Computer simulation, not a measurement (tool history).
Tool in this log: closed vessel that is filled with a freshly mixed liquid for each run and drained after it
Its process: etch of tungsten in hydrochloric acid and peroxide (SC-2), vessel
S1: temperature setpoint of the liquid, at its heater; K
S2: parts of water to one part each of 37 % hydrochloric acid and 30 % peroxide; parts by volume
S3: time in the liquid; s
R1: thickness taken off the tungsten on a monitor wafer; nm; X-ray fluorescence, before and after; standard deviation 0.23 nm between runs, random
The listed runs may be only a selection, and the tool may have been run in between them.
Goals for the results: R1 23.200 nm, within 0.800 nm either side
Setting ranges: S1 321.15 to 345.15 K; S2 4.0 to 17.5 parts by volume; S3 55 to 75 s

run,hour,S1,S2,S3,R1
1,0.0,337.15,9.5,75,26.664
2,8.6,343.65,9.5,75,39.353
3,14.1,345.15,9.5,75,42.952
4,18.9,345.15,9.5,75,43.246
5,21.1,342.65,9.5,75,37.875
6,29.0,340.65,9.5,75,33.409
7,36.4,339.15,9.5,75,30.296
8,43.0,338.15,9.5,75,28.442
9,46.8,337.15,9.5,75,27.002
10,53.5,336.65,9.5,75,25.386
11,62.8,336.15,9.5,75,25.174

Which one of the following 4 next-run settings gets every result inside its allowed miss? There is exactly one.
A,72.1,336.15,12.0,75,?
B,72.1,337.65,8.5,55,?
C,72.1,334.15,8.5,65,?
D,72.1,328.15,5.5,75,?

move,R1
A,20.602
B,22.086
C,21.031
D,23.210
A: carries the result that was furthest off beyond its target, to the other side
B: carries the result that was furthest off beyond its target, to the other side
C: carries the result that was furthest off beyond its target, to the other side
D: every result within its allowed miss
Answer: D
